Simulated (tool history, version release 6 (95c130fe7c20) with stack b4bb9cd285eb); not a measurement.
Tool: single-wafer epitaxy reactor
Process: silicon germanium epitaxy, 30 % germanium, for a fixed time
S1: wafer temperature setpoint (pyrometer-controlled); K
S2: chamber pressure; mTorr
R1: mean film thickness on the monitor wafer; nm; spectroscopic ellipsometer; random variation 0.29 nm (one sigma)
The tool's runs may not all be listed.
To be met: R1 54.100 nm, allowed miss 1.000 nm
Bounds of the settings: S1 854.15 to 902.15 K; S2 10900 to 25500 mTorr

| run | day | S1 | S2 | R1 |
|---|---|---|---|---|
| 1 | 0.000 | 878.15 | 18200 | 63.804 |
| 2 | 0.271 | 878.15 | 16600 | 61.605 |
| 3 | 0.429 | 884.15 | 16600 | 69.349 |
| 4 | 0.542 | 882.15 | 16600 | 66.629 |
| 5 | 0.671 | 892.15 | 16600 | 81.737 |
| 6 | 1.008 | 892.15 | 19400 | 87.344 |
| 7 | 1.146 | 889.15 | 19400 | 82.768 |
| 8 | 1.508 | 886.15 | 19400 | 77.724 |
| 9 | 1.633 | 884.15 | 19400 | 74.617 |
| 10 | 1.667 | 882.15 | 19400 | 72.203 |
| 11 | 1.929 | 880.15 | 19400 | 69.121 |
| 12 | 2.183 | 878.15 | 19400 | 66.129 |
| 13 | 2.388 | 866.15 | 19200 | 51.494 |
| 14 | 2.721 | 867.15 | 19200 | 52.596 |

Which of these 5 next moves meets every target?
| A | 3.054 | 870.15 | 16000 | ? |
| B | 3.054 | 867.15 | 19100 | ? |
| C | 3.054 | 865.15 | 19800 | ? |
| D | 3.054 | 868.15 | 20000 | ? |
| E | 3.054 | 866.15 | 19700 | ? |

| move | R1 |
|---|---|
| A | 51.644 |
| B | 52.523 |
| C | 51.155 |
| D | 54.761 |
| E | 52.137 |
A: further off than the last run
B: as far off as the last run
C: further off than the last run
D: meets every target
E: further off than the last run
Move D is the one to make.

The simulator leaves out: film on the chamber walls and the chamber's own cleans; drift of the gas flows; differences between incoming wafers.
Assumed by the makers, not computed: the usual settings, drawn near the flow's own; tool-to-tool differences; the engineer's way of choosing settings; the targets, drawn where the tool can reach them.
